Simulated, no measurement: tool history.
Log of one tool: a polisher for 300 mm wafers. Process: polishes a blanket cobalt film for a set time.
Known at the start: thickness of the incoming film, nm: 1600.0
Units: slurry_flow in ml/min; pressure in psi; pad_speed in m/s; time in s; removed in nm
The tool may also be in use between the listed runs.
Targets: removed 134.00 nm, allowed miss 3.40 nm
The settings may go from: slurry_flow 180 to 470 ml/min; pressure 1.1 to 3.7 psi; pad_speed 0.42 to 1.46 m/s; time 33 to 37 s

run  hour  slurry_flow  pressure  pad_speed  time  removed
  1   0.0          300       2.4       0.94    37   204.75
  2   8.9          300       2.2       0.94    37   190.41
  3  13.4          300       2.0       0.94    37   172.13
  4  14.7          300       2.4       0.94    37   204.37
  5  15.5          300       2.2       0.94    37   191.10
  6  23.1          300       2.2       0.94    37   186.19
  7  26.6          300       2.0       0.94    37   171.15
  8  28.5          290       1.4       0.94    37   123.23
  9  30.2          335       1.6       0.94    37   140.79
 10  31.4          330       1.6       0.94    37   141.13
 11  36.7          320       1.6       0.94    37   140.42
 12  40.4          315       1.6       0.94    37   138.06
 13  46.0          310       1.6       0.94    37   138.86

4 next moves are on the table. One of them brings every result within its allowed miss. Which?
  A  51.6          345       1.8       0.82    33        ?
  B  51.6          340       1.5       0.96    34        ?
  C  51.6          310       1.6       0.94    34        ?
  D  51.6          380       1.6       0.90    36        ?

move  removed
   A   127.47
   B   125.25
   C   129.93
   D   134.88
A: takes the result that was furthest off past its target
B: takes the result that was furthest off past its target
C: takes the result that was furthest off past its target
D: meets every target
Move D is the one to make.
